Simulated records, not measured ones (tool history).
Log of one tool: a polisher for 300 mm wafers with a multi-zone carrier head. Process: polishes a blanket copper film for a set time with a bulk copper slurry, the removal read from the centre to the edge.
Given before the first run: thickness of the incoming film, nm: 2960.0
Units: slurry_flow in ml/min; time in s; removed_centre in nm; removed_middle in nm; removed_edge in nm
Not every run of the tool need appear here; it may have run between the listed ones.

run,hour,slurry_flow,centre_zone,middle_zone,edge_zone,slurry_solids,time,removed_centre,removed_middle,removed_edge
1,0.0,200,1.00,1.00,1.00,1.00,79,798.19,783.98,807.96
2,5.4,200,1.00,1.00,1.00,0.85,79,771.39,756.43,781.87
3,9.1,195,0.98,0.98,0.98,0.80,77,730.93,734.11,736.12
4,12.2,190,0.97,0.96,0.99,0.75,75,683.43,702.95,717.23
5,18.7,155,0.97,0.96,0.99,0.75,75,656.83,697.20,703.27
6,26.2,160,0.97,0.94,0.99,0.70,73,613.25,654.13,672.39

Predict the results of run 7:
7,33.7,160,0.98,0.92,0.98,0.65,72,?,?,?

Run 7 measured removed_centre 613.58 nm, removed_middle 623.79 nm, removed_edge 653.69 nm.
